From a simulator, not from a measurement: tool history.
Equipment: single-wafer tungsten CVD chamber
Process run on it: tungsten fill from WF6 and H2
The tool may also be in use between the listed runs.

| run | day | heater temperature setpoint (K) | chamber pressure (mTorr) | deposition time (s) | mean film thickness on the monitor wafer (angstrom) |
|---|---|---|---|---|---|
| 1 | 0.000 | 658.15 | 41400 | 8.19 | 208.30 |
| 2 | 0.350 | 649.15 | 41400 | 8.19 | 169.74 |
| 3 | 0.475 | 657.15 | 41400 | 8.19 | 203.49 |
| 4 | 0.762 | 653.15 | 41100 | 8.19 | 186.10 |
| 5 | 0.846 | 650.15 | 40900 | 8.19 | 172.32 |
| 6 | 1.150 | 650.15 | 45300 | 8.19 | 178.92 |
| 7 | 1.283 | 639.15 | 44500 | 8.17 | 135.79 |

Run 8 has not been measured yet. What should we expect?
| 8 | 1.325 | 640.15 | 44600 | 8.17 | ? |

mean film thickness on the monitor wafer (angstrom): 140.20
